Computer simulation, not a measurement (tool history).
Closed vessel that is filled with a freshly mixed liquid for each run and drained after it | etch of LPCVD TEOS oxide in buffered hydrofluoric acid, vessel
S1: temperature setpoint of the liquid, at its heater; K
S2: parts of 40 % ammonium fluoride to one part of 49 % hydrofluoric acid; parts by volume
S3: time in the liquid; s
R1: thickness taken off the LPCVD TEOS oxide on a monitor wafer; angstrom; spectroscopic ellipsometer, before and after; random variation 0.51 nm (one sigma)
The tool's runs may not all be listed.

run	day	S1	S2	S3	R1
1	0	297.15	21.5	30	350.8
2	0.262	299.15	19	30	438.1
3	0.3	297.15	19	30	388.02
4	0.642	297.15	19	30	390.77
5	0.996	297.15	19	30	387.91
6	1.204	293.65	19	30	319.44
7	1.504	297.65	12	30	629.48
8	1.767	298.65	12	30	665.03

Run 9 comes next. What will it give?
9	1.8	302.15	12	30	?

Run 9 gave R1 804.74 angstrom.

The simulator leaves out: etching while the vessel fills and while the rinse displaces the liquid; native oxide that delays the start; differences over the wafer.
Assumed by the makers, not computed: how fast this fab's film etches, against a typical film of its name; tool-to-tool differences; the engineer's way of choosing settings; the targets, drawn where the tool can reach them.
